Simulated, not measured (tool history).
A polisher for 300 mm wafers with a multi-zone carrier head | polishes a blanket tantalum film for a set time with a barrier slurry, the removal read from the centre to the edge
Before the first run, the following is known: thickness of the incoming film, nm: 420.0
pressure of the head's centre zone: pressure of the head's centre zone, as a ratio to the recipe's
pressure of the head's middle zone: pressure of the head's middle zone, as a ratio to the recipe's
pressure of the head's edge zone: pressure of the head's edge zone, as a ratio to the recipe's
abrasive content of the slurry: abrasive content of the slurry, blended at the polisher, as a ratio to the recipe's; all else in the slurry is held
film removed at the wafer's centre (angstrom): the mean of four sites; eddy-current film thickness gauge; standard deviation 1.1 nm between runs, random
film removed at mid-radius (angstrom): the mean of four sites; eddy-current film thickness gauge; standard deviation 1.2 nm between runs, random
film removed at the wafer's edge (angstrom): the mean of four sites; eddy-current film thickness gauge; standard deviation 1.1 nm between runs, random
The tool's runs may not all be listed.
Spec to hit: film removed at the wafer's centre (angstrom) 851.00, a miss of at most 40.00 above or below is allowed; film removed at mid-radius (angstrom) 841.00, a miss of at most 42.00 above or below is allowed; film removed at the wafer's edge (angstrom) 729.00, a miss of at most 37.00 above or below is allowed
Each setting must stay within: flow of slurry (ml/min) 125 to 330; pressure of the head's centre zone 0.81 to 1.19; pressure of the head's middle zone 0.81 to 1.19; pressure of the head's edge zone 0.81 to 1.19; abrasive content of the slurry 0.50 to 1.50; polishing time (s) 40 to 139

| run | hour | flow of slurry (ml/min) | pressure of the head's centre zone | pressure of the head's middle zone | pressure of the head's edge zone | abrasive content of the slurry | polishing time (s) | film removed at the wafer's centre (angstrom) | film removed at mid-radius (angstrom) | film removed at the wafer's edge (angstrom) |
|---|---|---|---|---|---|---|---|---|---|---|
| 1 | 0.0 | 210 | 1.00 | 1.00 | 1.00 | 1.00 | 89 | 1201.20 | 1135.60 | 1202.40 |
| 2 | 0.7 | 210 | 1.00 | 1.00 | 1.00 | 1.00 | 75 | 1015.70 | 973.86 | 1003.70 |
| 3 | 9.4 | 265 | 1.00 | 1.00 | 1.00 | 1.00 | 75 | 1040.90 | 1019.60 | 1041.40 |
| 4 | 14.0 | 260 | 1.01 | 1.01 | 0.97 | 0.90 | 73 | 995.58 | 980.96 | 973.00 |
| 5 | 15.0 | 255 | 1.02 | 1.02 | 0.95 | 0.85 | 72 | 969.57 | 944.36 | 921.78 |
| 6 | 17.0 | 250 | 1.02 | 1.03 | 0.93 | 0.80 | 71 | 922.37 | 959.52 | 867.51 |
| 7 | 20.2 | 230 | 1.07 | 0.93 | 0.83 | 0.60 | 67 | 857.73 | 721.97 | 724.73 |
| 8 | 20.9 | 235 | 1.07 | 0.95 | 0.83 | 0.60 | 67 | 860.90 | 744.58 | 726.02 |
| 9 | 25.2 | 240 | 1.07 | 0.96 | 0.83 | 0.60 | 67 | 859.25 | 744.15 | 723.37 |
| 10 | 30.6 | 240 | 1.07 | 0.98 | 0.83 | 0.60 | 67 | 866.84 | 771.74 | 724.87 |
| 11 | 32.7 | 240 | 1.07 | 0.99 | 0.83 | 0.60 | 67 | 855.05 | 791.23 | 737.20 |
| 12 | 35.2 | 240 | 1.07 | 1.00 | 0.83 | 0.60 | 67 | 878.80 | 780.52 | 731.10 |
| 13 | 39.8 | 245 | 1.06 | 1.01 | 0.83 | 0.60 | 67 | 856.37 | 793.80 | 720.00 |
| 14 | 45.2 | 245 | 1.06 | 1.02 | 0.83 | 0.60 | 67 | 863.83 | 794.68 | 743.44 |

Next run, 5 choices. One meets every target within its allowed miss, the rest don't. Which?
| A | 50.6 | 215 | 0.85 | 1.01 | 0.95 | 0.50 | 76 | ? | ? | ? |
| B | 50.6 | 200 | 1.04 | 0.92 | 0.88 | 0.50 | 72 | ? | ? | ? |
| C | 50.6 | 235 | 1.05 | 1.08 | 0.81 | 0.65 | 67 | ? | ? | ? |
| D | 50.6 | 260 | 0.99 | 0.94 | 0.88 | 0.50 | 68 | ? | ? | ? |
| E | 50.6 | 245 | 1.09 | 1.03 | 0.83 | 0.65 | 69 | ? | ? | ? |

| move | film removed at the wafer's centre (angstrom) | film removed at mid-radius (angstrom) | film removed at the wafer's edge (angstrom) |
|---|---|---|---|
| A | 735.89 | 848.88 | 851.95 |
| B | 829.57 | 735.26 | 773.96 |
| C | 863.16 | 865.01 | 760.53 |
| D | 777.80 | 731.99 | 749.90 |
| E | 925.42 | 859.86 | 795.27 |
A: gets the furthest-off result to its target, but another result is out of tolerance
B: misses by more than the last run did
C: every result lands within tolerance
D: misses by more than the last run did
E: gets the furthest-off result to its target, but another result is out of tolerance
So the answer is move C, the one that meets all the targets.
